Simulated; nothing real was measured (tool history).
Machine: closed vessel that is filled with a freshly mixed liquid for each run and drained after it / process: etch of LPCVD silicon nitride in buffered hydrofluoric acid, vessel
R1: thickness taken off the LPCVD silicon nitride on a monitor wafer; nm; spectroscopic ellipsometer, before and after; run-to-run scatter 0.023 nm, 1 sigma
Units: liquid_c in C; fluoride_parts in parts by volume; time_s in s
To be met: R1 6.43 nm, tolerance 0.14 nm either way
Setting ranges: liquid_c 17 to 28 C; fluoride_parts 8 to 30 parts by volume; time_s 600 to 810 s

{"run": 1, "day": 0.0, "liquid_c": 20, "fluoride_parts": 22.5, "time_s": 810, "R1": 4.5006}
{"run": 2, "day": 0.221, "liquid_c": 20, "fluoride_parts": 22.5, "time_s": 600, "R1": 3.3236}
{"run": 3, "day": 0.475, "liquid_c": 22.5, "fluoride_parts": 20.5, "time_s": 600, "R1": 4.0556}
{"run": 4, "day": 0.8, "liquid_c": 20, "fluoride_parts": 20.5, "time_s": 600, "R1": 3.5424}
{"run": 5, "day": 1.142, "liquid_c": 22.5, "fluoride_parts": 17, "time_s": 610, "R1": 4.927}
{"run": 6, "day": 1.312, "liquid_c": 24, "fluoride_parts": 17, "time_s": 610, "R1": 5.329}
{"run": 7, "day": 1.608, "liquid_c": 25, "fluoride_parts": 17, "time_s": 610, "R1": 5.6712}
{"run": 8, "day": 1.8, "liquid_c": 25.5, "fluoride_parts": 17, "time_s": 610, "R1": 5.8247}
{"run": 9, "day": 1.904, "liquid_c": 26, "fluoride_parts": 17, "time_s": 610, "R1": 5.9915}
{"run": 10, "day": 2.221, "liquid_c": 26.5, "fluoride_parts": 17, "time_s": 610, "R1": 6.1515}

Exactly one of the 5 candidate moves below puts every result within its allowed miss. Which one?
{"run": "A", "day": 2.538, "liquid_c": 28, "fluoride_parts": 19, "time_s": 600, "R1": "?"}
{"run": "B", "day": 2.538, "liquid_c": 24, "fluoride_parts": 16.5, "time_s": 620, "R1": "?"}
{"run": "C", "day": 2.538, "liquid_c": 28, "fluoride_parts": 19, "time_s": 625, "R1": "?"}
{"run": "D", "day": 2.538, "liquid_c": 23.5, "fluoride_parts": 17, "time_s": 750, "R1": "?"}
{"run": "E", "day": 2.538, "liquid_c": 28, "fluoride_parts": 24.5, "time_s": 760, "R1": "?"}

move=A R1=5.8721
move=B R1=5.6174
move=C R1=6.1168
move=D R1=6.4202
move=E R1=6.1539
A: further off than the last run
B: further off than the last run
C: further off than the last run
D: meets every target
E: no nearer and no further than the last run
D is the move that brings every result within its allowed miss.

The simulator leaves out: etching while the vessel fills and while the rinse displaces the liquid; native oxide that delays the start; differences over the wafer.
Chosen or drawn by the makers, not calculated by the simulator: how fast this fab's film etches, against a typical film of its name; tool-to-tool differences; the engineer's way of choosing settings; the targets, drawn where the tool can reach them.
